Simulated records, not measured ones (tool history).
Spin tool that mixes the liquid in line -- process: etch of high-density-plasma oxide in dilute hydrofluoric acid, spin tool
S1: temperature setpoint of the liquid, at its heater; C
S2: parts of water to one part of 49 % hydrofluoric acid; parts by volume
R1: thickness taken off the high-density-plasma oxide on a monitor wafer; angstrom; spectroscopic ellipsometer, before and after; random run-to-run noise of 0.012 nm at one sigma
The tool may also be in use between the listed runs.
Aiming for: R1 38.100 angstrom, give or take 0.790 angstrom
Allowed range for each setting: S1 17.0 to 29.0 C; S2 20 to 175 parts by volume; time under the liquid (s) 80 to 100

{"run": 1, "day": 0.0, "S1": 21.0, "S2": 95, "time under the liquid (s)": 100, "R1": 52.983}
{"run": 2, "day": 0.342, "S1": 21.0, "S2": 95, "time under the liquid (s)": 80, "R1": 42.217}
{"run": 3, "day": 0.596, "S1": 23.5, "S2": 95, "time under the liquid (s)": 80, "R1": 46.929}
{"run": 4, "day": 0.833, "S1": 23.5, "S2": 70, "time under the liquid (s)": 80, "R1": 65.591}
{"run": 5, "day": 1.125, "S1": 23.5, "S2": 70, "time under the liquid (s)": 100, "R1": 81.693}
{"run": 6, "day": 1.162, "S1": 22.5, "S2": 75, "time under the liquid (s)": 100, "R1": 72.576}
{"run": 7, "day": 1.296, "S1": 21.5, "S2": 80, "time under the liquid (s)": 100, "R1": 64.769}
{"run": 8, "day": 1.346, "S1": 21.0, "S2": 85, "time under the liquid (s)": 100, "R1": 59.901}
{"day": 1.383, "done": "hydrofluoric acid flow meter replaced"}
{"run": 9, "day": 1.383, "S1": 20.5, "S2": 90, "time under the liquid (s)": 100, "R1": 50.983}
{"run": 10, "day": 1.742, "S1": 20.0, "S2": 90, "time under the liquid (s)": 100, "R1": 50.506}
{"run": 11, "day": 1.883, "S1": 19.5, "S2": 90, "time under the liquid (s)": 100, "R1": 49.138}
{"run": 12, "day": 1.979, "S1": 19.0, "S2": 90, "time under the liquid (s)": 100, "R1": 48.229}
{"run": 13, "day": 2.221, "S1": 18.5, "S2": 90, "time under the liquid (s)": 100, "R1": 47.096}
{"run": 14, "day": 2.3, "S1": 17.5, "S2": 95, "time under the liquid (s)": 100, "R1": 42.766}

Below are 4 possible settings for the next run. Only one of them brings all results inside the allowed miss of their targets. Which is it?
{"run": "A", "day": 2.379, "S1": 18.5, "S2": 105, "time under the liquid (s)": 90, "R1": "?"}
{"run": "B", "day": 2.379, "S1": 17.0, "S2": 85, "time under the liquid (s)": 85, "R1": "?"}
{"run": "C", "day": 2.379, "S1": 17.0, "S2": 80, "time under the liquid (s)": 80, "R1": "?"}
{"run": "D", "day": 2.379, "S1": 17.0, "S2": 85, "time under the liquid (s)": 80, "R1": "?"}

move=A R1=36.164
move=B R1=40.468
move=C R1=40.684
move=D R1=38.087
A: moves the result that the last run missed by most past its target, out the other side
B: nearer than the last run, and not there yet
C: nearer than the last run, and not there yet
D: in spec on every target
D meets every target.
